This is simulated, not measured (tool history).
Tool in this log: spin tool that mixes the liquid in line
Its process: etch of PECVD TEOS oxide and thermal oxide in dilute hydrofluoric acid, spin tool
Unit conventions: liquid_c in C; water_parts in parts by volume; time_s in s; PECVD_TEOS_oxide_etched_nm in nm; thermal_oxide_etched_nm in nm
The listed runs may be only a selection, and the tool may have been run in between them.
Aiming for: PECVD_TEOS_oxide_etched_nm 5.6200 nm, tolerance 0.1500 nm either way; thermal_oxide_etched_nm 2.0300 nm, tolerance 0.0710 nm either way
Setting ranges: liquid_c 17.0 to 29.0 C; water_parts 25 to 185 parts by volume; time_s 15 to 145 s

run,hour,liquid_c,water_parts,time_s,PECVD_TEOS_oxide_etched_nm,thermal_oxide_etched_nm
1,0.0,21.0,105,75,8.0461,2.9206
2,8.9,20.5,110,75,7.5191,2.7489
3,10.3,23.5,110,75,8.4585,3.0887
4,14.1,23.5,140,75,6.4722,2.3316
5,16.8,23.0,140,75,6.3183,2.2493
6,21.5,23.0,140,105,8.8392,3.1697
7,27.3,19.0,165,105,6.2671,2.2404
8,32.9,18.5,165,105,6.1420,2.2166

Below are 4 possible settings for the next run. Only one of them brings all results inside the allowed miss of their targets. Which is it?
A,38.5,17.0,160,100,?,?
B,38.5,17.0,165,95,?,?
C,38.5,17.0,110,60,?,?
D,38.5,18.0,150,105,?,?

move,PECVD_TEOS_oxide_etched_nm,thermal_oxide_etched_nm
A,5.6246,2.0497
B,5.1568,1.8792
C,5.1577,1.8795
D,6.6254,2.4143
A: every result within its allowed miss
B: takes the result that was furthest off past its target
C: takes the result that was furthest off past its target
D: misses by more than the last run did
The move that meets every target is A.
